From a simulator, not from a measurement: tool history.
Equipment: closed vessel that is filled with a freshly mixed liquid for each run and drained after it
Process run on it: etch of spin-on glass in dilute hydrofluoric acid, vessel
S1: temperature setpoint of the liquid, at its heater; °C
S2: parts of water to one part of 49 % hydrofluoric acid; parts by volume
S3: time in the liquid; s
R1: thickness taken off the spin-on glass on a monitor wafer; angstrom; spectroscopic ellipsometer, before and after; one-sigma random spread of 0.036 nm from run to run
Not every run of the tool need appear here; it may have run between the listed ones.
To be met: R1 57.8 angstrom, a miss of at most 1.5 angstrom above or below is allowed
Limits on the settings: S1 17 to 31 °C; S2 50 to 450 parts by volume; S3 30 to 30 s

run 1 hour=0 | S1=23 S2=250 S3=30 | R1=34.31
run 2 hour=3.7 | S1=23 S2=330 S3=30 | R1=24.014
run 3 hour=5.1 | S1=24.5 S2=305 S3=30 | R1=28.079
run 4 hour=12.8 | S1=24.5 S2=305 S3=30 | R1=28.016
run 5 hour=14.9 | S1=24.5 S2=395 S3=30 | R1=19.758
run 6 hour=21 | S1=24.5 S2=395 S3=30 | R1=19.734
run 7 hour=29.4 | S1=25.5 S2=355 S3=30 | R1=23.909
run 8 hour=36.1 | S1=26.5 S2=325 S3=30 | R1=27.728
run 9 hour=41.4 | S1=27.5 S2=300 S3=30 | R1=31.635

Which one of the following 5 next-run settings gets every result inside its allowed miss? There is exactly one.
run A hour=46.7 | S1=25.5 S2=140 S3=30 | R1=?
run B hour=46.7 | S1=27.5 S2=380 S3=30 | R1=?
run C hour=46.7 | S1=25 S2=140 S3=30 | R1=?
run D hour=46.7 | S1=30 S2=200 S3=30 | R1=?
run E hour=46.7 | S1=28 S2=260 S3=30 | R1=?

move=A R1=75.386
move=B R1=23.012
move=C R1=73.966
move=D R1=57.756
move=E R1=38.698
A: takes the result that was furthest off past its target
B: its largest miss is bigger than the last run's
C: takes the result that was furthest off past its target
D: meets every target
E: closer than the last run, but not yet in spec
Go with D: it meets all targets.

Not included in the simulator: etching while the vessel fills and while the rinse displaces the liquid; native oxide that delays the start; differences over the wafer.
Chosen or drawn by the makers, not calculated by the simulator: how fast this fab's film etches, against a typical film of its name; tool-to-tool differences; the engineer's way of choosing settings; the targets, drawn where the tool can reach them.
